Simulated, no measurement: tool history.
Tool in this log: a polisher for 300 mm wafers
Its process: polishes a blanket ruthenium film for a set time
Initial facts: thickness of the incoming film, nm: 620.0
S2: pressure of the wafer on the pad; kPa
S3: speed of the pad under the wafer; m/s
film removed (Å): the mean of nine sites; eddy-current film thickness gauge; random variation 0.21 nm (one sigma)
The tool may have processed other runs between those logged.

Run 1, hour 0: flow of slurry (ml/min) 315, S2 15.2 kPa, S3 0.76 m/s, polishing time (s) 52. Result: film removed (Å) 478.97.
Run 2, hour 0.8: flow of slurry (ml/min) 315, S2 17.9 kPa, S3 0.76 m/s, polishing time (s) 52. Result: film removed (Å) 556.1.
Run 3, hour 9.1: flow of slurry (ml/min) 315, S2 17.9 kPa, S3 0.6 m/s, polishing time (s) 52. Result: film removed (Å) 449.98.
Run 4, hour 11.9: flow of slurry (ml/min) 315, S2 20 kPa, S3 0.6 m/s, polishing time (s) 52. Result: film removed (Å) 491.72.
Run 5, hour 13.1: flow of slurry (ml/min) 315, S2 22.8 kPa, S3 0.6 m/s, polishing time (s) 52. Result: film removed (Å) 554.68.
Run 6, hour 17.6: flow of slurry (ml/min) 315, S2 22.8 kPa, S3 0.44 m/s, polishing time (s) 52. Result: film removed (Å) 417.87.
Run 7, hour 26.5: flow of slurry (ml/min) 315, S2 20.7 kPa, S3 0.44 m/s, polishing time (s) 52. Result: film removed (Å) 378.94.

Run 8 comes next. What will it give?
Run 8, hour 32.9: flow of slurry (ml/min) 315, S2 19.3 kPa, S3 0.44 m/s, polishing time (s) 52. Result: film removed (Å) ?.

film removed (Å): 356.16
